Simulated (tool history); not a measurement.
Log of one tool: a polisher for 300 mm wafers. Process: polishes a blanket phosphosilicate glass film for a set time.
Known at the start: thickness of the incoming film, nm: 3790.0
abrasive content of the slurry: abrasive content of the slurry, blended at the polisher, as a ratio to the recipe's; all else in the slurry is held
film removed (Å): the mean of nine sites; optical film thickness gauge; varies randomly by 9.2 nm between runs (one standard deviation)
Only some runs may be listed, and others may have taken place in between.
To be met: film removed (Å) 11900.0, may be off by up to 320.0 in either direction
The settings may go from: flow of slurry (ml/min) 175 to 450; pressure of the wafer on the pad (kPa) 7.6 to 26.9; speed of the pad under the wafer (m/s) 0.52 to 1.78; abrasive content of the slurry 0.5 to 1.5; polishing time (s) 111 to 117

| run | hour | flow of slurry (ml/min) | pressure of the wafer on the pad (kPa) | speed of the pad under the wafer (m/s) | abrasive content of the slurry | polishing time (s) | film removed (Å) |
|---|---|---|---|---|---|---|---|
| 1 | 0.0 | 290 | 17.2 | 1.14 | 1.0 | 111 | 9952.7 |
| 2 | 3.5 | 290 | 14.5 | 1.14 | 1.0 | 111 | 8832.0 |
| 3 | 7.6 | 290 | 15.9 | 1.14 | 1.0 | 111 | 9491.0 |
| 4 | 10.0 | 290 | 16.5 | 1.14 | 1.0 | 111 | 9755.5 |
| 5 | 15.1 | 290 | 17.2 | 1.14 | 1.0 | 111 | 9878.2 |
| 6 | 23.7 | 290 | 17.2 | 1.14 | 1.0 | 117 | 10435.0 |
| 7 | 30.0 | 290 | 17.9 | 1.14 | 1.0 | 117 | 10978.0 |
| 8 | 37.8 | 295 | 18.6 | 1.14 | 1.0 | 117 | 11124.0 |
| 9 | 43.2 | 295 | 19.3 | 1.14 | 1.0 | 117 | 11564.0 |

Which of these 4 next moves meets every target?
| A | 48.6 | 320 | 17.2 | 1.36 | 1.0 | 113 | ? |
| B | 48.6 | 295 | 18.6 | 1.32 | 0.8 | 115 | ? |
| C | 48.6 | 230 | 20.0 | 1.10 | 1.0 | 114 | ? |
| D | 48.6 | 295 | 19.3 | 1.12 | 1.0 | 112 | ? |

| move | film removed (Å) |
|---|---|
| A | 11997.0 |
| B | 11232.0 |
| C | 11165.0 |
| D | 11011.0 |
A: meets every target
B: misses by more than the last run did
C: misses by more than the last run did
D: misses by more than the last run did
The right move is A.
